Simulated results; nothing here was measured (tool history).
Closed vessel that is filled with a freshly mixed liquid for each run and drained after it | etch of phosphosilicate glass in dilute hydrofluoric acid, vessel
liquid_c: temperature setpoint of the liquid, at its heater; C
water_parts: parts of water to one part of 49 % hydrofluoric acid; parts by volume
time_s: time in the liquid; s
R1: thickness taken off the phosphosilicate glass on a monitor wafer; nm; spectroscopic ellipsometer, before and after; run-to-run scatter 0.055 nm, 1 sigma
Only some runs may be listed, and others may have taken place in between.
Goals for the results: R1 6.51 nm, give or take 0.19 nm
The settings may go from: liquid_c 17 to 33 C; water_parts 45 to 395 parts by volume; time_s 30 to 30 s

Run 1, hour 0: liquid_c 25 C, water_parts 220 parts by volume, time_s 30 s. Result: R1 13.755 nm.
Run 2, hour 3.4: liquid_c 22.5 C, water_parts 250 parts by volume, time_s 30 s. Result: R1 10.737 nm.
Run 3, hour 7.1: liquid_c 22.5 C, water_parts 250 parts by volume, time_s 30 s. Result: R1 10.711 nm.
Run 4, hour 12.8: liquid_c 22.5 C, water_parts 325 parts by volume, time_s 30 s. Result: R1 7.7158 nm.
Run 5, hour 20: liquid_c 21 C, water_parts 325 parts by volume, time_s 30 s. Result: R1 7.332 nm.
Run 6, hour 28.3: liquid_c 24.5 C, water_parts 325 parts by volume, time_s 30 s. Result: R1 8.315 nm.
Run 7, hour 32.4: liquid_c 22.5 C, water_parts 325 parts by volume, time_s 30 s. Result: R1 7.6598 nm.
Run 8, hour 39.9: liquid_c 21 C, water_parts 325 parts by volume, time_s 30 s. Result: R1 7.2834 nm.
Run 9, hour 41.3: liquid_c 20 C, water_parts 325 parts by volume, time_s 30 s. Result: R1 6.9316 nm.
Run 10, hour 48.2: liquid_c 19.5 C, water_parts 325 parts by volume, time_s 30 s. Result: R1 6.9126 nm.
Run 11, hour 56.5: liquid_c 19 C, water_parts 325 parts by volume, time_s 30 s. Result: R1 6.8621 nm.

Exactly one of the 5 candidate moves below puts every result within its allowed miss. Which one?
Run A, hour 64.8: liquid_c 17 C, water_parts 285 parts by volume, time_s 30 s. Result: R1 ?.
Run B, hour 64.8: liquid_c 17 C, water_parts 320 parts by volume, time_s 30 s. Result: R1 ?.
Run C, hour 64.8: liquid_c 19.5 C, water_parts 355 parts by volume, time_s 30 s. Result: R1 ?.
Run D, hour 64.8: liquid_c 18.5 C, water_parts 315 parts by volume, time_s 30 s. Result: R1 ?.
Run E, hour 64.8: liquid_c 17.5 C, water_parts 310 parts by volume, time_s 30 s. Result: R1 ?.

move      R1
   A  7.4339
   B  6.4305
   C  6.1693
   D  6.9365
   E  6.8198
A: its largest miss is bigger than the last run's
B: hits every target within its allowed miss
C: the result that was furthest off in the last run now lies on the other side of its target
D: its largest miss is bigger than the last run's
E: closes in on the targets versus the last run, not all within tolerance yet
Correct choice: B, which meets every target
